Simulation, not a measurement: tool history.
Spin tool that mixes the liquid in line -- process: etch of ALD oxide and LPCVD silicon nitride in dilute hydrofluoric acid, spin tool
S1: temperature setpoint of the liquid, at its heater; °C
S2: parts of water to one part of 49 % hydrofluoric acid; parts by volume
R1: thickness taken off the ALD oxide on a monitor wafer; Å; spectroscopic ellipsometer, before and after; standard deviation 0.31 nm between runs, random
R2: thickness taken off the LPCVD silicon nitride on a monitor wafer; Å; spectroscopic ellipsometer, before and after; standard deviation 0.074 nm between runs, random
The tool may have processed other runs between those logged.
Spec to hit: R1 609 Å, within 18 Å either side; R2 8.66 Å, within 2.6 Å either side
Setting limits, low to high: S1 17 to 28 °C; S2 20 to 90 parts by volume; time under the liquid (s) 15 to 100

run 1 hour=0 | S1=20 S2=50 time_under_the_liquid_(s)=50 | R1=224.69 R2=3.7582
run 2 hour=8.8 | S1=22 S2=50 time_under_the_liquid_(s)=50 | R1=242.76 R2=3.8939
run 3 hour=17.7 | S1=22 S2=60 time_under_the_liquid_(s)=50 | R1=201.82 R2=3.6636
run 4 hour=21.7 | S1=22 S2=60 time_under_the_liquid_(s)=35 | R1=140.57 R2=2.4042
run 5 hour=30 | S1=23.5 S2=50 time_under_the_liquid_(s)=40 | R1=206.02 R2=3.9311
run 6 hour=34.1 | S1=23.5 S2=50 time_under_the_liquid_(s)=60 | R1=314.08 R2=5.0234
run 7 hour=41.5 | S1=24.5 S2=45 time_under_the_liquid_(s)=60 | R1=362.06 R2=6.8918
run 8 hour=44.4 | S1=24 S2=40 time_under_the_liquid_(s)=60 | R1=402.21 R2=7.0521
run 9 hour=46.6 | S1=24 S2=35 time_under_the_liquid_(s)=60 | R1=462.1 R2=6.5903
run 10 hour=49.7 | S1=25 S2=35 time_under_the_liquid_(s)=60 | R1=480.34 R2=8.5136
run 11 hour=55.3 | S1=25 S2=30 time_under_the_liquid_(s)=60 | R1=569.85 R2=8.5372
run 12 hour=60.6 | S1=25.5 S2=30 time_under_the_liquid_(s)=60 | R1=578.17 R2=9.5606
run 13 hour=65.2 | S1=25 S2=30 time_under_the_liquid_(s)=60 | R1=564.65 R2=11.581

Consider the 4 candidate settings below. Which is the only one whose results all fall within their allowed miss of target?
run A hour=69.8 | S1=24.5 S2=35 time_under_the_liquid_(s)=85 | R1=? R2=?
run B hour=69.8 | S1=21 S2=40 time_under_the_liquid_(s)=95 | R1=? R2=?
run C hour=69.8 | S1=20 S2=30 time_under_the_liquid_(s)=75 | R1=? R2=?
run D hour=69.8 | S1=21 S2=20 time_under_the_liquid_(s)=50 | R1=? R2=?

move=A R1=668.65 R2=13.196
move=B R1=560.91 R2=10.194
move=C R1=572.68 R2=9.9122
move=D R1=605.27 R2=10.445
A: pushes the last run's worst result past its target
B: moves away from the targets compared with the last run
C: gains on the last run, yet a result remains outside its allowed miss
D: all results land within tolerance of their targets
D is the move that brings every result within its allowed miss.

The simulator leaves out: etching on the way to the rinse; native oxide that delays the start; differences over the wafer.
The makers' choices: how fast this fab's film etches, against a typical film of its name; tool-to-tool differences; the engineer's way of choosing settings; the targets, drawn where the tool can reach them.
